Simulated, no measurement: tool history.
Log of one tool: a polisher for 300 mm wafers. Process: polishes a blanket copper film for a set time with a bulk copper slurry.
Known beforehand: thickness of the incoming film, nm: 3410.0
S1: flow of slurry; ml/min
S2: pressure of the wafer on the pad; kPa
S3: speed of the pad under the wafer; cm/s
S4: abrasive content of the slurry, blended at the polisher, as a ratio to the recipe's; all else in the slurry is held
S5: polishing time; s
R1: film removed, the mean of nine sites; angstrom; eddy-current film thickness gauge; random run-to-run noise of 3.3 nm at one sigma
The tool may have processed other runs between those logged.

run 1 day=0 | S1=300 S2=15.9 S3=100 S4=1 S5=55 | R1=4832.2
run 2 day=0.025 | S1=300 S2=13.8 S3=94 S4=1 S5=55 | R1=3926.8
run 3 day=0.121 | S1=300 S2=13.8 S3=94 S4=1 S5=55 | R1=3994.8
run 4 day=0.425 | S1=300 S2=16.5 S3=94 S4=1 S5=55 | R1=4648.3
run 5 day=0.633 | S1=300 S2=16.5 S3=78 S4=1 S5=55 | R1=3968.1
run 6 day=0.9 | S1=300 S2=16.5 S3=78 S4=1 S5=55 | R1=3938.4
-- day=1.238 head pressure recalibrated
run 7 day=1.238 | S1=300 S2=14.5 S3=76 S4=1 S5=55 | R1=3165.2

Run 8 is up next; what results do you expect?
run 8 day=1.342 | S1=300 S2=13.8 S3=76 S4=1 S5=55 | R1=?

Run 8 came out at R1 3032 angstrom.
